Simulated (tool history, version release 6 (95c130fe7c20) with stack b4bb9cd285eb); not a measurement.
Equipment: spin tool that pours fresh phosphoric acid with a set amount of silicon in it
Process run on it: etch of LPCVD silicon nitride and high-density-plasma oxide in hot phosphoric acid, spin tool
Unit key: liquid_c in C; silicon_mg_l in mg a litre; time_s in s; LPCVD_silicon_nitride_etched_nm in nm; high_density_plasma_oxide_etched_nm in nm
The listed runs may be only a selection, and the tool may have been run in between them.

run,hour,liquid_c,silicon_mg_l,time_s,LPCVD_silicon_nitride_etched_nm,high_density_plasma_oxide_etched_nm
1,0,160,12.5,180,14.25,0.43661
2,7.2,159,13,170,12.93,0.35638
3,10.6,159,8,170,13.084,0.45437
4,18.8,158.5,9.5,165,12.646,0.40369
5,20.8,158,10.5,155,11.446,0.34234
# hour 23.8: heated supply line repaired
6,23.8,157.5,11,155,12.267,0.40442

What does the tool deliver on the next run?
7,29.3,158.5,12,150,?,?

{"run 7": {"LPCVD_silicon_nitride_etched_nm": 12.348, "high_density_plasma_oxide_etched_nm": 0.38004}}

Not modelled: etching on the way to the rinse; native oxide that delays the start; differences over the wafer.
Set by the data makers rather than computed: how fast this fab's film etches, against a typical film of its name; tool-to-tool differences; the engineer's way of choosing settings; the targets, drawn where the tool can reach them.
